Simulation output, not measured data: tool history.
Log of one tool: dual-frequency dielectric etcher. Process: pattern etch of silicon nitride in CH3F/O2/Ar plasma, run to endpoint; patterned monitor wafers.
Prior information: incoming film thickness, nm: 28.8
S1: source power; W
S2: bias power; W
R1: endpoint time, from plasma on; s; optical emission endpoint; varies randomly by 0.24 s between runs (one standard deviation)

| run | hour | S1 | S2 | R1 |
|---|---|---|---|---|
| 1 | 0 | 480 | 80 | 37.399 |
| 2 | 5.8 | 480 | 70 | 38.996 |
| 3 | 10.6 | 520 | 70 | 37.659 |
| 4 | 19.3 | 520 | 64 | 38.707 |
| 5 | 21.9 | 480 | 63 | 40.383 |
| 6 | 23.3 | 480 | 57 | 41.457 |
| 7 | 26.4 | 460 | 56 | 42.072 |

Run 8 has not been measured yet. What should we expect?
| 8 | 30.8 | 450 | 55 | ? |

R1: 42.928 s
